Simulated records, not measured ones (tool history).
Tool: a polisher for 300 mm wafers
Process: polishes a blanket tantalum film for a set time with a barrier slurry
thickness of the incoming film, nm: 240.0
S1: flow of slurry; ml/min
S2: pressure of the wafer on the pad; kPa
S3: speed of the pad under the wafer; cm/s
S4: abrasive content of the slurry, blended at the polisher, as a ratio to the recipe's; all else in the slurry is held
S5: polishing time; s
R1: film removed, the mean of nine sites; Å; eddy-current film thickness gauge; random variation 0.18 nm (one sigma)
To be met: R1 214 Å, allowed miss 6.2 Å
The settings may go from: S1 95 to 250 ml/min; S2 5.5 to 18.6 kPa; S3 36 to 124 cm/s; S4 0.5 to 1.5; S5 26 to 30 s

Run 1, hour 0: S1 160 ml/min, S2 11.7 kPa, S3 80 cm/s, S4 1, S5 30 s. Result: R1 306.61 Å.
Run 2, hour 6.7: S1 155 ml/min, S2 11 kPa, S3 80 cm/s, S4 1, S5 30 s. Result: R1 285.61 Å.
Run 3, hour 15.3: S1 150 ml/min, S2 10.3 kPa, S3 80 cm/s, S4 1, S5 30 s. Result: R1 269.38 Å.
Run 4, hour 23.5: S1 145 ml/min, S2 9.7 kPa, S3 80 cm/s, S4 1, S5 30 s. Result: R1 250.17 Å.
Run 5, hour 32.2: S1 140 ml/min, S2 9.7 kPa, S3 80 cm/s, S4 1, S5 30 s. Result: R1 250.92 Å.
Run 6, hour 41: S1 140 ml/min, S2 9 kPa, S3 80 cm/s, S4 1, S5 30 s. Result: R1 230.57 Å.
Run 7, hour 48.3: S1 135 ml/min, S2 9 kPa, S3 80 cm/s, S4 1, S5 30 s. Result: R1 230.33 Å.
Run 8, hour 50: S1 130 ml/min, S2 9 kPa, S3 80 cm/s, S4 1, S5 30 s. Result: R1 227.4 Å.
At hour 51.6: worn pad replaced by a new one.
Run 9, hour 51.6: S1 125 ml/min, S2 9 kPa, S3 80 cm/s, S4 1, S5 30 s. Result: R1 248.12 Å.
Run 10, hour 55.2: S1 135 ml/min, S2 9 kPa, S3 80 cm/s, S4 1, S5 30 s. Result: R1 256.38 Å.
Run 11, hour 56.2: S1 135 ml/min, S2 8.3 kPa, S3 80 cm/s, S4 1, S5 30 s. Result: R1 234.21 Å.
Run 12, hour 62.4: S1 130 ml/min, S2 8.3 kPa, S3 80 cm/s, S4 1, S5 30 s. Result: R1 238.16 Å.

Which of these 4 next moves meets every target?
Run A, hour 68.6: S1 160 ml/min, S2 10.3 kPa, S3 82 cm/s, S4 1, S5 27 s. Result: R1 ?.
Run B, hour 68.6: S1 115 ml/min, S2 9 kPa, S3 74 cm/s, S4 0.9, S5 29 s. Result: R1 ?.
Run C, hour 68.6: S1 175 ml/min, S2 9 kPa, S3 94 cm/s, S4 0.7, S5 26 s. Result: R1 ?.
Run D, hour 68.6: S1 170 ml/min, S2 8.3 kPa, S3 92 cm/s, S4 1, S5 28 s. Result: R1 ?.

move      R1
   A  279.66
   B  214.31
   C  231.16
   D  264.11
A: further off than the last run
B: meets every target
C: nearer than the last run, and not there yet
D: further off than the last run
The right move is B.
